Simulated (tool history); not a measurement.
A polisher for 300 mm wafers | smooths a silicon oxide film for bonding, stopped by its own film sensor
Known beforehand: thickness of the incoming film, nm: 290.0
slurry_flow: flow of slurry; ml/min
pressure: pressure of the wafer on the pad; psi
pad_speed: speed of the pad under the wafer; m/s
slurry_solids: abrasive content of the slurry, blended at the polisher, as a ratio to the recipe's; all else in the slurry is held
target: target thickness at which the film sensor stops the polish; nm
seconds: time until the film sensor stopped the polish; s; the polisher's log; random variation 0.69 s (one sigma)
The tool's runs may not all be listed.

| run | hour | slurry_flow | pressure | pad_speed | slurry_solids | target | seconds |
|---|---|---|---|---|---|---|---|
| 1 | 0.0 | 180 | 2.3 | 0.74 | 1.0 | 250 | 77.915 |
| 2 | 8.3 | 180 | 2.6 | 0.74 | 1.0 | 250 | 69.161 |
| 3 | 14.0 | 200 | 2.6 | 0.74 | 1.0 | 250 | 68.442 |
| 4 | 19.2 | 200 | 2.7 | 0.74 | 1.0 | 250 | 65.604 |
| 5 | 24.6 | 200 | 2.8 | 0.74 | 1.0 | 250 | 63.169 |
| 6 | 32.7 | 200 | 2.3 | 0.74 | 1.0 | 250 | 76.638 |
| 7 | 36.4 | 200 | 2.3 | 0.74 | 1.0 | 250 | 77.176 |

Run 8 has not been measured yet. What should we expect?
| 8 | 38.3 | 200 | 2.5 | 0.74 | 1.0 | 250 | ? |

{"run 8": {"seconds": 72.002}}

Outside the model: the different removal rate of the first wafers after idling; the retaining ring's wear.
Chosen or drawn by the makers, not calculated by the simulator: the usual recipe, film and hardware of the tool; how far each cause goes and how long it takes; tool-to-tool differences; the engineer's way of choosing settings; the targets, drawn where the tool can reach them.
